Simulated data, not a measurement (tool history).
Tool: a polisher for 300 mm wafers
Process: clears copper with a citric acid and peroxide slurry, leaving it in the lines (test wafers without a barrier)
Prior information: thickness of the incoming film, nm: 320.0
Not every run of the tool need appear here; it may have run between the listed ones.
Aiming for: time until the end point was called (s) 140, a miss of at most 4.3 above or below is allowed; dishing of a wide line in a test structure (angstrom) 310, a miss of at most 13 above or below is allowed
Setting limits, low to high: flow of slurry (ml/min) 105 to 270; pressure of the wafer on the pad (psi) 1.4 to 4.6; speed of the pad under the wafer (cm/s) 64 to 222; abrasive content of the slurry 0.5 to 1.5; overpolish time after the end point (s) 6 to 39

run  hour  flow of slurry (ml/min)  pressure of the wafer on the pad (psi)  speed of the pad under the wafer (cm/s)  abrasive content of the slurry  overpolish time after the end point (s)  time until the end point was called (s)  dishing of a wide line in a test structure (angstrom)
  1     0                      175                                       3                                      142                               1                                       20                                   108.38                                                 283.26
  2   0.7                      175                                       3                                      130                               1                                       20                                   118.42                                                  268.3
  3   7.6                      175                                       3                                      144                               1                                       20                                   106.57                                                 286.03
  4   8.1                      175                                       3                                      144                               1                                       15                                   107.44                                                 234.63
  5  11.2                      170                                     2.8                                      144                               1                                       18                                   115.89                                                  255.5
  6  18.2                      170                                     2.8                                      144                               1                                       11                                   114.12                                                 178.47
  7    23                      165                                     2.7                                      144                               1                                       14                                   117.82                                                  205.7
  8  24.6                      140                                       2                                      146                               1                                       24                                   153.77                                                 248.47
  9  33.1                      140                                       2                                      146                               1                                       24                                   155.39                                                 247.92
 10  41.6                      150                                       2                                      146                               1                                       25                                   152.32                                                 256.59
 11  48.5                      155                                       2                                      146                               1                                       26                                   152.36                                                    264
 12  53.1                      155                                     2.1                                      146                               1                                       27                                   144.12                                                 279.42
 13  53.9                      150                                     2.2                                      146                               1                                       28                                    141.3                                                 293.68

5 candidate next runs follow, results not yet known. Just one meets every target within its allowed miss. Identify it.
  A  54.7                      175                                     2.3                                      132                            1.15                                       30                                        ?                                                      ?
  B  54.7                      155                                     2.2                                      154                               1                                       27                                        ?                                                      ?
  C  54.7                      215                                       2                                      130                             1.4                                       25                                        ?                                                      ?
  D  54.7                      220                                     2.3                                      130                            1.05                                       25                                        ?                                                      ?
  E  54.7                      170                                     2.1                                      144                            1.05                                       26                                        ?                                                      ?

move  time until the end point was called (s)  dishing of a wide line in a test structure (angstrom)
   A                                   138.44                                                 303.28
   B                                   132.98                                                 290.78
   C                                   144.77                                                 261.71
   D                                   139.56                                                 269.93
   E                                   142.45                                                 271.69
A: in spec on every target
B: the biggest miss grows against the last run
C: the biggest miss grows against the last run
D: the biggest miss grows against the last run
E: the biggest miss grows against the last run
Answer: A
